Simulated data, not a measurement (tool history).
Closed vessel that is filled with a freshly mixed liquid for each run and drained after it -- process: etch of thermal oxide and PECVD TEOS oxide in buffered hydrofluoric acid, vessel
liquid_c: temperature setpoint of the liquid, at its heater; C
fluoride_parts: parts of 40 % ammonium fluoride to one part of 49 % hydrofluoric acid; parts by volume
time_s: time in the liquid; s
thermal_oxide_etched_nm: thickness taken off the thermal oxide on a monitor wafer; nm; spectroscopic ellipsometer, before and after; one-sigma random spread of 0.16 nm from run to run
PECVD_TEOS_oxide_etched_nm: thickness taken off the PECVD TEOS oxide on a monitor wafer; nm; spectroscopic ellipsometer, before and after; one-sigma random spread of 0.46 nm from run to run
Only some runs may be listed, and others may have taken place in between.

{"run": 1, "hour": 0.0, "liquid_c": 24, "fluoride_parts": 14, "time_s": 60, "thermal_oxide_etched_nm": 50.837, "PECVD_TEOS_oxide_etched_nm": 104.91}
{"run": 2, "hour": 5.0, "liquid_c": 22, "fluoride_parts": 15.5, "time_s": 60, "thermal_oxide_etched_nm": 41.891, "PECVD_TEOS_oxide_etched_nm": 83.956}
{"run": 3, "hour": 12.0, "liquid_c": 21, "fluoride_parts": 17, "time_s": 60, "thermal_oxide_etched_nm": 35.865, "PECVD_TEOS_oxide_etched_nm": 72.313}
{"run": 4, "hour": 20.9, "liquid_c": 21, "fluoride_parts": 20.5, "time_s": 60, "thermal_oxide_etched_nm": 29.968, "PECVD_TEOS_oxide_etched_nm": 60.93}
{"run": 5, "hour": 22.1, "liquid_c": 21, "fluoride_parts": 22.5, "time_s": 60, "thermal_oxide_etched_nm": 27.848, "PECVD_TEOS_oxide_etched_nm": 57.579}
{"run": 6, "hour": 24.9, "liquid_c": 20.5, "fluoride_parts": 22.5, "time_s": 60, "thermal_oxide_etched_nm": 27.352, "PECVD_TEOS_oxide_etched_nm": 55.438}

Run 7 is up next; what results do you expect?
{"run": 7, "hour": 26.7, "liquid_c": 20, "fluoride_parts": 22.5, "time_s": 60, "thermal_oxide_etched_nm": "?", "PECVD_TEOS_oxide_etched_nm": "?"}

Run 7 gave thermal_oxide_etched_nm 26.102 nm, PECVD_TEOS_oxide_etched_nm 53.845 nm.

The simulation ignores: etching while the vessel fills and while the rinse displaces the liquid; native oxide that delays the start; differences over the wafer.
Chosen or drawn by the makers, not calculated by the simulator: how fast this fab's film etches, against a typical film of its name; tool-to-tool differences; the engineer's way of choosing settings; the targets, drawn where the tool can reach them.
